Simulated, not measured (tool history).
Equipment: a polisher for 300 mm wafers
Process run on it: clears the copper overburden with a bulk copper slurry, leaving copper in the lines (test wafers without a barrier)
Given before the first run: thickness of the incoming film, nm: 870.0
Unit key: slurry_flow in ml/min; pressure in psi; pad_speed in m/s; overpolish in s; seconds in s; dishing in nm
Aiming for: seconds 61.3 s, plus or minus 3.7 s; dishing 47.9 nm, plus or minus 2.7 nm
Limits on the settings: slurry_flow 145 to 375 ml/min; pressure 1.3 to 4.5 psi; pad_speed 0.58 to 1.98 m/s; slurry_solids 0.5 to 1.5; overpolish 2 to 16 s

run    day  slurry_flow  pressure  pad_speed  slurry_solids  overpolish  seconds  dishing
  1      0          240       2.9       1.28              1           8   79.622    50.67
  2  0.283          240       2.9       1.28              1           5   79.184   32.664
  3  0.446          240       2.9       1.28              1           3   80.669   21.455
  4  0.717          290       2.9       1.28              1           3   79.338   21.529
  5  0.888          285       3.2       1.28              1           4   73.127   29.191
  6  1.175          250       3.2       1.28              1           4   73.071   29.909
  7  1.258          250       3.4       1.26              1           4   67.734    30.11
  8  1.375          250       3.5       1.28              1           5   67.595   39.525
  9  1.421          250       3.6       1.28              1           5   66.819   39.501
 10  1.575          250       3.7       1.28              1           5   66.777    41.25
 11  1.621          250       3.7       1.28              1           5   63.953   41.071
 12  1.954          250       3.8       1.28              1           5   61.471   41.409

Consider the 5 candidate settings below. Which is the only one whose results all fall within their allowed miss of target?
  A  2.288          230       3.8       1.26            1.1           4        ?        ?
  B  2.288          280       3.9       1.26              1           7        ?        ?
  C  2.288          225       4.2       1.22           0.95           5        ?        ?
  D  2.288          225       4.1       1.22              1           6        ?        ?
  E  2.288          255       3.8        1.3            1.2           4        ?        ?

move  seconds  dishing
   A   63.486   33.755
   B    61.94   55.314
   C   62.057   41.969
   D   62.703   48.453
   E   59.676    35.64
A: the biggest miss grows against the last run
B: carries the result that was furthest off beyond its target, to the other side
C: moves toward the targets from the last run without getting all of them in spec
D: hits every target within its allowed miss
E: the biggest miss grows against the last run
Correct choice: D, which meets every target

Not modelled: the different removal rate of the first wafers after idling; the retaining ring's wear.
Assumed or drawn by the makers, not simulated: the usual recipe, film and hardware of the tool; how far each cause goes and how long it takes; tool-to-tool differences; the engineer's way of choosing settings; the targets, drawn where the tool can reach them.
